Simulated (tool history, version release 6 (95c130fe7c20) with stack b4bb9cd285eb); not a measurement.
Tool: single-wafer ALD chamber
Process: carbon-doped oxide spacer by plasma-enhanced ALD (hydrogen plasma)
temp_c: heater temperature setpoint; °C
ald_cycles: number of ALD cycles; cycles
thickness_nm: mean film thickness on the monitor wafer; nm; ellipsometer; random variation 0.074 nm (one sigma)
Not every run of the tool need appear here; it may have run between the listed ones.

run    day  temp_c  ald_cycles  thickness_nm
  1  0.000     410         357        17.091
  2  0.296     410         382        18.211
  3  0.488     409         384        18.398
  4  0.696     413         384        18.111
  5  0.775     406         384        18.634
     0.858  -- thermocouple changed; heater temperature recalibrated
  6  0.858     406         333        15.913

Run 7 is up next; what results do you expect?
  7  1.233     406         333             ?

Logged for run 7: thickness_nm 15.892 nm.
